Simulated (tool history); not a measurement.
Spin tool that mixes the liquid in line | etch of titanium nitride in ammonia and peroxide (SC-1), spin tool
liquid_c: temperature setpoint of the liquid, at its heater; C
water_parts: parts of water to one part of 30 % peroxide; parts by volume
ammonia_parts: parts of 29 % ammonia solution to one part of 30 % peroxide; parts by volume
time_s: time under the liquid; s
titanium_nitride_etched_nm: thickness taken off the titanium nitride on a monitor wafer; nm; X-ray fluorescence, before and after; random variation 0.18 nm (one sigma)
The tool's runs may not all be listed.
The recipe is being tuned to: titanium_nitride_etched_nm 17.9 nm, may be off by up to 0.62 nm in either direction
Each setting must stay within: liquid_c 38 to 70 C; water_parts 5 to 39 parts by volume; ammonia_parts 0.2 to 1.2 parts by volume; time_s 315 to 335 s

| run | day | liquid_c | water_parts | ammonia_parts | time_s | titanium_nitride_etched_nm |
|---|---|---|---|---|---|---|
| 1 | 0 | 54 | 21.5 | 0.7 | 315 | 11.671 |
| 2 | 0.108 | 47.5 | 21.5 | 0.7 | 315 | 7.3846 |
| 3 | 0.438 | 47.5 | 21.5 | 0.9 | 315 | 7.7402 |
| 4 | 0.604 | 47.5 | 21.5 | 0.9 | 335 | 8.075 |
| 5 | 0.904 | 47.5 | 21.5 | 1.05 | 335 | 8.3951 |
| 6 | 1.121 | 48.5 | 21.5 | 1.05 | 335 | 8.9411 |
|  | 1.271 | heated supply line repaired |
| 7 | 1.271 | 49.5 | 21.5 | 1.05 | 335 | 10.979 |
| 8 | 1.433 | 50 | 21.5 | 1.05 | 335 | 11.202 |
| 9 | 1.562 | 50.5 | 21.5 | 1.05 | 335 | 11.645 |
| 10 | 1.867 | 51 | 21.5 | 1.05 | 335 | 12.344 |
| 11 | 2.096 | 51 | 21.5 | 1.05 | 335 | 11.943 |
| 12 | 2.354 | 51 | 21.5 | 1.05 | 335 | 12.041 |
| 13 | 2.654 | 51.5 | 21.5 | 1.05 | 335 | 12.488 |
| 14 | 2.758 | 52 | 21.5 | 1.05 | 335 | 12.855 |
| 15 | 3.129 | 52.5 | 21.5 | 1.05 | 335 | 13.361 |
| 16 | 3.317 | 53 | 21.5 | 1.05 | 335 | 13.976 |
| 17 | 3.517 | 53.5 | 21.5 | 1.05 | 335 | 14.526 |
| 18 | 3.875 | 54 | 21.5 | 1.05 | 335 | 15.126 |
| 19 | 4.008 | 55 | 21.5 | 1.05 | 335 | 15.88 |
| 20 | 4.175 | 56 | 21.5 | 1.05 | 335 | 16.812 |

Exactly one of the 5 candidate moves below puts every result within its allowed miss. Which one?
| A | 4.342 | 54.5 | 21 | 1 | 335 | ? |
| B | 4.342 | 56.5 | 24.5 | 1.2 | 330 | ? |
| C | 4.342 | 54.5 | 19.5 | 1.2 | 315 | ? |
| D | 4.342 | 55.5 | 18.5 | 1.05 | 335 | ? |
| E | 4.342 | 55.5 | 26 | 1.2 | 335 | ? |

| move | titanium_nitride_etched_nm |
|---|---|
| A | 15.385 |
| B | 16.446 |
| C | 15.537 |
| D | 17.784 |
| E | 15.107 |
A: the biggest miss grows against the last run
B: the biggest miss grows against the last run
C: the biggest miss grows against the last run
D: every result lands within tolerance
E: the biggest miss grows against the last run
D is the move that brings every result within its allowed miss.
